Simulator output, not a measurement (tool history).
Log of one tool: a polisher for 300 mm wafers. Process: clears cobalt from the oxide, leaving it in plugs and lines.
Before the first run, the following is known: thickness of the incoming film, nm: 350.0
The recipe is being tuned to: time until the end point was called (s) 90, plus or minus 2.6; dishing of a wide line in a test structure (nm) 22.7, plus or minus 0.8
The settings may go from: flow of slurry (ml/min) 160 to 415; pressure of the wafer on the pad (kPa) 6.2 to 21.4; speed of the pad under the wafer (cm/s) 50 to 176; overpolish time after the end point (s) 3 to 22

run,hour,flow of slurry (ml/min),pressure of the wafer on the pad (kPa),speed of the pad under the wafer (cm/s),overpolish time after the end point (s),time until the end point was called (s),dishing of a wide line in a test structure (nm)
1,0,265,13.8,112,11,55.363,38.761
2,4.9,270,12.4,112,10,61.406,35.205
3,12.6,270,11,112,9,68.967,30.773
4,17.6,270,11,112,6,69.258,22.254
5,22.1,265,10.3,112,6,72.744,21.282
6,28,220,10.3,112,6,74.64,21.078
7,30.5,215,9.7,112,7,78.903,22.768
8,32.6,210,9,112,7,84.822,21.291
9,40.5,185,8.3,110,9,94.983,24.167
10,45.2,190,8.3,110,9,95.095,24.131
11,52.8,205,9,110,7,86.725,20.818
12,55.3,205,9,110,8,86.215,23.025

Which one of the following 4 next-run settings gets every result inside its allowed miss? There is exactly one.
A,57.8,265,11,84,9,?,?
B,57.8,210,9.7,100,8,?,?
C,57.8,210,8.3,106,10,?,?
D,57.8,165,11,100,7,?,?

move,time until the end point was called (s),dishing of a wide line in a test structure (nm)
A,90.555,24.591
B,89.038,22.744
C,97.497,25.193
D,80.538,22.147
A: the worst result of the last run now meets its target, but another is out of spec
B: all results land within tolerance of their targets
C: takes the result that was furthest off past its target
D: further off than the last run
The move that meets every target is B.
